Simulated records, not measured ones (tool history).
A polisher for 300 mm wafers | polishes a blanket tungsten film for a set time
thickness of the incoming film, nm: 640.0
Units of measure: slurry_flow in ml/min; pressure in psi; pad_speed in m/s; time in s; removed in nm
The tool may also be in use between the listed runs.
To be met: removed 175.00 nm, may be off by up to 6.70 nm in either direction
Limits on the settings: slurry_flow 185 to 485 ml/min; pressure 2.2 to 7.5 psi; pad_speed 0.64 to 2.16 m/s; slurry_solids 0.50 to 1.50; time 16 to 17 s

run	hour	slurry_flow	pressure	pad_speed	slurry_solids	time	removed
1	0.0	310	4.8	1.40	1.00	17	125.74
2	2.6	310	4.8	1.40	1.20	17	129.62
3	5.7	275	4.8	1.40	1.20	17	131.17
4	14.2	275	5.2	1.40	1.20	17	140.67
5	22.7	275	5.5	1.40	1.20	17	150.22
6	26.1	275	5.7	1.40	1.20	17	153.06
7	29.5	275	5.9	1.40	1.20	17	158.42
8	37.1	275	6.1	1.40	1.20	17	166.00
9	43.5	275	6.2	1.40	1.20	17	165.48
# hour 48.4: worn pad replaced by a new one
10	48.4	275	6.2	1.40	1.20	17	188.17

Exactly one of the 5 candidate moves below puts every result within its allowed miss. Which one?
A	53.3	295	6.8	1.46	1.35	16	?
B	53.3	260	6.1	1.52	1.30	16	?
C	53.3	340	5.8	1.50	1.25	17	?
D	53.3	325	6.1	1.38	1.25	16	?
E	53.3	270	6.9	1.38	1.30	17	?

move	removed
A	208.79
B	192.06
C	192.51
D	175.12
E	209.99
A: its largest miss is bigger than the last run's
B: its largest miss is bigger than the last run's
C: its largest miss is bigger than the last run's
D: every result lands within tolerance
E: its largest miss is bigger than the last run's
The right move is D.
